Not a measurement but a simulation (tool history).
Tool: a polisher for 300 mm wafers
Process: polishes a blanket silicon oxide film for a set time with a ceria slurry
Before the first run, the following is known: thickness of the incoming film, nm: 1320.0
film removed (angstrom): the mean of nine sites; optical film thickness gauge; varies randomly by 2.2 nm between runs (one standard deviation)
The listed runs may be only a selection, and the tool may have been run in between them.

| run | hour | flow of slurry (ml/min) | pressure of the wafer on the pad (psi) | speed of the pad under the wafer (m/s) | polishing time (s) | film removed (angstrom) |
|---|---|---|---|---|---|---|
| 1 | 0 | 215 | 3.9 | 1.24 | 69 | 4407.6 |
| 2 | 1.3 | 215 | 3.8 | 1.24 | 69 | 4324.9 |
| 3 | 5.4 | 215 | 3.7 | 1.24 | 69 | 4175.7 |
| 4 | 8 | 215 | 3.7 | 1.24 | 73 | 4451 |
| 5 | 13.1 | 195 | 3.7 | 1.24 | 73 | 4412.1 |
| 6 | 20.3 | 195 | 3.7 | 1.12 | 73 | 4067 |
| 7 | 22.7 | 195 | 3.6 | 1.12 | 73 | 3911.2 |

Run 8 comes next. What will it give?
| 8 | 29.3 | 185 | 3.5 | 1.12 | 73 | ? |

{"run 8": {"film removed (angstrom)": 3825}}

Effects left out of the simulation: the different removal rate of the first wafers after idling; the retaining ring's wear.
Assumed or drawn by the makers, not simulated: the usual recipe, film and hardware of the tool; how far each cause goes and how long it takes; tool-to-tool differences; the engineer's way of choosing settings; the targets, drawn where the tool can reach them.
